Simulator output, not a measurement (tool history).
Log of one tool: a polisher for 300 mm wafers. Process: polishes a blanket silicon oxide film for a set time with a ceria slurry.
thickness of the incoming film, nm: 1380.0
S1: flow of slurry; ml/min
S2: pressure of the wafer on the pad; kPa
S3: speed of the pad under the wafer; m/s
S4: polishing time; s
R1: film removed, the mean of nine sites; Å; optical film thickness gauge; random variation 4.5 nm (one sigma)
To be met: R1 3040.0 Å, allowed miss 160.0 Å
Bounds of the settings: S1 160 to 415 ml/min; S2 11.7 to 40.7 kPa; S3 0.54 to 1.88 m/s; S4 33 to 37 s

run,hour,S1,S2,S3,S4,R1
1,0.0,265,26.2,1.20,37,2254.4
2,7.4,205,26.2,1.20,37,2164.1
3,10.8,205,26.2,1.20,37,2166.9
4,17.7,160,26.2,1.20,37,2025.5
5,24.1,160,26.2,1.42,37,2276.3
6,26.6,215,26.2,1.42,37,2539.3
7,34.3,225,26.9,1.42,37,2449.5
8,36.5,230,28.3,1.44,37,2696.4
9,40.2,235,29.0,1.44,37,2769.1
10,43.1,240,29.6,1.44,37,2827.0
11,51.1,245,29.6,1.44,37,2845.8
12,55.5,250,29.6,1.44,37,2771.1

Which of these 4 next moves meets every target?
A,59.9,355,30.3,1.42,37,?
B,59.9,275,29.0,1.54,33,?
C,59.9,245,27.6,1.46,37,?
D,59.9,260,27.6,1.44,37,?

move,R1
A,3012.8
B,2671.1
C,2704.6
D,2694.6
A: meets every target
B: further off than the last run
C: further off than the last run
D: further off than the last run
Answer: A
